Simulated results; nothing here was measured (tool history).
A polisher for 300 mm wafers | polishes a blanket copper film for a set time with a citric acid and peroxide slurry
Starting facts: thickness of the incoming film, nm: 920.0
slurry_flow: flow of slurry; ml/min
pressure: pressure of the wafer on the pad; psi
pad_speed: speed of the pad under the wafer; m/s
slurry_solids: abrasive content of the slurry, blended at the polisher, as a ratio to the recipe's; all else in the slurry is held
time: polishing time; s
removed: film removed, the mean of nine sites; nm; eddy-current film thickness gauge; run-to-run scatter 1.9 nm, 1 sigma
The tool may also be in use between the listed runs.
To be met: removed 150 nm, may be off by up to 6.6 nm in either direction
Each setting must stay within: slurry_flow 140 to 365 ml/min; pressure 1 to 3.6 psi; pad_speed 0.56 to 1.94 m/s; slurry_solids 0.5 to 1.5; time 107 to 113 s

run	day	slurry_flow	pressure	pad_speed	slurry_solids	time	removed
1	0	235	2.3	1.24	1	107	270.37
2	0.342	235	2.3	1.54	1	107	314.15
3	0.379	235	2.3	1.54	1	107	318.21
4	0.517	235	2.3	1.82	1	107	360.22
5	0.829	230	2	1.7	1	107	309.06
6	1.029	225	1.8	1.56	1	107	266.79
7	1.346	225	1.6	1.46	1	107	235.17
8	1.525	225	1.5	1.38	1	107	218.08
9	1.904	225	1.4	1.32	1	107	201.71

Of the 4 settings listed for the next run, only one would bring every result within its allowed miss of target. Which one?
A	2.283	220	1.2	1.1	1	113	?
B	2.283	140	1.3	1.1	1.5	107	?
C	2.283	220	1.1	1.1	1	107	?
D	2.283	190	1.4	1.18	0.95	107	?

move	removed
A	167.42
B	173.69
C	150.32
D	176.51
A: an improvement on the last run, though not all results are within tolerance
B: an improvement on the last run, though not all results are within tolerance
C: each result inside its tolerance
D: an improvement on the last run, though not all results are within tolerance
The move that meets every target is C.
